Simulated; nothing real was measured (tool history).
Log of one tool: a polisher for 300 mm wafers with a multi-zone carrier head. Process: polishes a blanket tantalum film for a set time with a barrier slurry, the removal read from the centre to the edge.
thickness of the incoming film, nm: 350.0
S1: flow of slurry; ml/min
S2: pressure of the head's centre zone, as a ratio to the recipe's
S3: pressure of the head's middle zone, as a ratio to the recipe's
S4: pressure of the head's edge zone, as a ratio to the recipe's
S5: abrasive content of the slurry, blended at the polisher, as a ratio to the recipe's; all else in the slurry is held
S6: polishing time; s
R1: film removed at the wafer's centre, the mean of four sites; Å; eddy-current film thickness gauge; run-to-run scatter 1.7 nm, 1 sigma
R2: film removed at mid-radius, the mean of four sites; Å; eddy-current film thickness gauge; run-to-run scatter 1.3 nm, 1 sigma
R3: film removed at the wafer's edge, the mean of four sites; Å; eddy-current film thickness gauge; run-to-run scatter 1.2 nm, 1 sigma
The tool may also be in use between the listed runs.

run,hour,S1,S2,S3,S4,S5,S6,R1,R2,R3
1,0.0,145,1.00,1.00,1.00,1.00,70,814.39,888.87,862.32
2,8.3,145,1.00,1.00,1.06,1.00,70,825.92,873.44,880.45
3,15.0,145,1.05,1.00,1.06,1.00,70,846.80,880.00,872.35
4,21.4,145,1.05,1.00,1.06,1.00,63,775.11,799.63,792.60
5,26.1,150,1.07,1.01,1.07,1.10,65,831.63,844.51,855.14
6,32.1,150,1.07,1.01,1.10,1.10,65,837.03,844.06,864.38
7,37.4,150,1.07,1.01,1.10,1.10,65,845.27,835.11,872.23

For run 8, what comes out?
8,40.6,160,1.09,1.03,1.08,1.15,66,?,?,?

R1: 867.62 Å
R2: 892.07 Å
R3: 879.90 Å
